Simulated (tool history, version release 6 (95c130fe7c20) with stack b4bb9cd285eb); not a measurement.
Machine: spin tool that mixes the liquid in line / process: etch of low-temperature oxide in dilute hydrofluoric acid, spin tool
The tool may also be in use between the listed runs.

| run | hour | temperature setpoint of the liquid (C) | parts of water to one part of 49 % hydrofluoric acid (parts by volume) | time under the liquid (s) | thickness taken off the low-temperature oxide on a monitor wafer (angstrom) |
|---|---|---|---|---|---|
| 1 | 0.0 | 24.0 | 180 | 20 | 10.627 |
| 2 | 8.3 | 22.0 | 180 | 20 | 10.144 |
| 3 | 11.6 | 22.0 | 130 | 20 | 14.462 |
| 4 | 17.9 | 21.5 | 130 | 20 | 14.400 |
| 5 | 20.1 | 21.0 | 130 | 20 | 13.878 |
| 6 | 27.8 | 21.0 | 75 | 20 | 25.730 |

What does the tool deliver on the next run?
| 7 | 36.7 | 20.5 | 85 | 20 | ? |

Run 7 came out at thickness taken off the low-temperature oxide on a monitor wafer (angstrom) 22.139.

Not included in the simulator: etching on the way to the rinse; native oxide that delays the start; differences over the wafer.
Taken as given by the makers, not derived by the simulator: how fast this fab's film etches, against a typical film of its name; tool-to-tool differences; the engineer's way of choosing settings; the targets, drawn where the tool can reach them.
